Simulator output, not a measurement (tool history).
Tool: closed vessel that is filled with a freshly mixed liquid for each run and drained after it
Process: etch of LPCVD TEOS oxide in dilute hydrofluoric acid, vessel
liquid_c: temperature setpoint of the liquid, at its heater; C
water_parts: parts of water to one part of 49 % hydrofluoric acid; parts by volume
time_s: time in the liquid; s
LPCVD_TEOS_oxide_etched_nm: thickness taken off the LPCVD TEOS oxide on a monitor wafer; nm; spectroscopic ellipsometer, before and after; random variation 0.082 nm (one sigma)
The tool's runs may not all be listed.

run 1 hour=0 | liquid_c=23 water_parts=110 time_s=30 | LPCVD_TEOS_oxide_etched_nm=10.196
run 2 hour=2.8 | liquid_c=23 water_parts=130 time_s=30 | LPCVD_TEOS_oxide_etched_nm=8.4493
run 3 hour=4.1 | liquid_c=24.5 water_parts=120 time_s=30 | LPCVD_TEOS_oxide_etched_nm=9.7452
run 4 hour=8.1 | liquid_c=26 water_parts=115 time_s=30 | LPCVD_TEOS_oxide_etched_nm=10.845
run 5 hour=16.9 | liquid_c=26 water_parts=115 time_s=30 | LPCVD_TEOS_oxide_etched_nm=10.905
run 6 hour=24.4 | liquid_c=26 water_parts=95 time_s=30 | LPCVD_TEOS_oxide_etched_nm=13.543
run 7 hour=32.9 | liquid_c=27 water_parts=95 time_s=30 | LPCVD_TEOS_oxide_etched_nm=14.066

The next listed run, before its measurement:
run 8 hour=38.3 | liquid_c=27.5 water_parts=95 time_s=30 | LPCVD_TEOS_oxide_etched_nm=?

{"run 8": {"LPCVD_TEOS_oxide_etched_nm": 14.401}}
